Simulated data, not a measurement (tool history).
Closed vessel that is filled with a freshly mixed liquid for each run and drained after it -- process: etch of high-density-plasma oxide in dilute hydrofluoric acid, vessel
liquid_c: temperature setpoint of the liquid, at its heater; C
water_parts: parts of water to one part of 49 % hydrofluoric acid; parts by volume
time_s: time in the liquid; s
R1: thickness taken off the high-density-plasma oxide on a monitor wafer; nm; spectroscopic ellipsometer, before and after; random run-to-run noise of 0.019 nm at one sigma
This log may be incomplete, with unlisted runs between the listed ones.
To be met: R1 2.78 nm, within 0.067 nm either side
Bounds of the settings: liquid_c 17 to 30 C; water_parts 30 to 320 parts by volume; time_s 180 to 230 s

{"run": 1, "hour": 0.0, "liquid_c": 22, "water_parts": 175, "time_s": 230, "R1": 6.6859}
{"run": 2, "hour": 1.7, "liquid_c": 21.5, "water_parts": 190, "time_s": 230, "R1": 5.9294}
{"run": 3, "hour": 9.9, "liquid_c": 21.5, "water_parts": 190, "time_s": 180, "R1": 4.6173}
{"run": 4, "hour": 11.0, "liquid_c": 21, "water_parts": 195, "time_s": 180, "R1": 4.4018}
{"run": 5, "hour": 15.8, "liquid_c": 20.5, "water_parts": 200, "time_s": 180, "R1": 4.1662}
{"run": 6, "hour": 22.8, "liquid_c": 20, "water_parts": 205, "time_s": 180, "R1": 3.9816}
{"run": 7, "hour": 29.2, "liquid_c": 19.5, "water_parts": 210, "time_s": 180, "R1": 3.7931}
{"run": 8, "hour": 31.3, "liquid_c": 19, "water_parts": 215, "time_s": 180, "R1": 3.6155}
{"run": 9, "hour": 32.6, "liquid_c": 18.5, "water_parts": 220, "time_s": 180, "R1": 3.4469}
{"run": 10, "hour": 36.2, "liquid_c": 18.5, "water_parts": 225, "time_s": 180, "R1": 3.3379}
{"run": 11, "hour": 42.4, "liquid_c": 18.5, "water_parts": 230, "time_s": 180, "R1": 3.3025}
{"run": 12, "hour": 45.5, "liquid_c": 18.5, "water_parts": 235, "time_s": 180, "R1": 3.1778}

Which of these 5 next moves meets every target?
{"run": "A", "hour": 48.6, "liquid_c": 17, "water_parts": 225, "time_s": 205, "R1": "?"}
{"run": "B", "hour": 48.6, "liquid_c": 20.5, "water_parts": 225, "time_s": 185, "R1": "?"}
{"run": "C", "hour": 48.6, "liquid_c": 17, "water_parts": 255, "time_s": 230, "R1": "?"}
{"run": "D", "hour": 48.6, "liquid_c": 20, "water_parts": 235, "time_s": 200, "R1": "?"}
{"run": "E", "hour": 48.6, "liquid_c": 17.5, "water_parts": 300, "time_s": 220, "R1": "?"}

move=A R1=3.5887
move=B R1=3.707
move=C R1=3.4601
move=D R1=3.7293
move=E R1=2.7591
A: its largest miss is bigger than the last run's
B: its largest miss is bigger than the last run's
C: its largest miss is bigger than the last run's
D: its largest miss is bigger than the last run's
E: every result within its allowed miss
E is the move that brings every result within its allowed miss.
